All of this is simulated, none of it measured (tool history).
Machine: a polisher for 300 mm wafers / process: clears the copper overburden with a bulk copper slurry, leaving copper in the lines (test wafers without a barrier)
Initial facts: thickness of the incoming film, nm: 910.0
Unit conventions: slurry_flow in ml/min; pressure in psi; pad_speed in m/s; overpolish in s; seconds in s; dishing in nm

run  hour  slurry_flow  pressure  pad_speed  slurry_solids  overpolish  seconds  dishing
  1     0          200       3.4       1.32              1          22   65.531   110.07
  2   7.8          200       3.3       1.32              1          22   67.511   107.15
  3    14          200       3.3       1.32              1          15   67.133   87.594
  4  21.3          200       3.2       1.32              1          16    66.05   91.061
  5  23.1          200       3.2       1.16              1          16   80.398   84.884
     30.2  -- slurry blender recalibrated
  6  30.2          200       3.1       1.16              1          16   75.807   84.965

Estimate the outcome of run 7 from the log above:
  7  36.3          195       2.1       1.06              1          23        ?        ?

seconds: 120.31 s
dishing: 72.689 nm

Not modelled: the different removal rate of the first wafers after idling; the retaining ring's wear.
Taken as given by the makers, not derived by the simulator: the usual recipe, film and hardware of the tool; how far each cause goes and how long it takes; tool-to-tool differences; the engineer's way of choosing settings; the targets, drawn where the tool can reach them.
